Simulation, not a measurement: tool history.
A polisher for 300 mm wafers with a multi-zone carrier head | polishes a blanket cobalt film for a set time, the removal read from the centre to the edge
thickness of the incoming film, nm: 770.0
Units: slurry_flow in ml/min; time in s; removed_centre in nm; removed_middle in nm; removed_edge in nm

run,hour,slurry_flow,centre_zone,middle_zone,edge_zone,time,removed_centre,removed_middle,removed_edge
1,0,270,1,1,1,45,253.8,285.04,281.99
2,5.8,270,1,1,0.96,45,251.91,287.12,278.89
3,10,245,1,1,0.96,45,251.8,288.36,275.04
4,11.5,260,0.99,1.03,1.01,47,260.59,309.66,297.89
5,15.8,260,0.99,1.03,1.04,47,264.22,311,302.33
# hour 22.4: centre zone pressure recalibrated
6,22.4,215,0.99,1.03,1.04,47,279.65,303.71,293.38

The next listed run, before its measurement:
7,30.9,255,1.01,1.06,1.08,48,?,?,?

{"run 7": {"removed_centre": 294.72, "removed_middle": 315.03, "removed_edge": 311.66}}
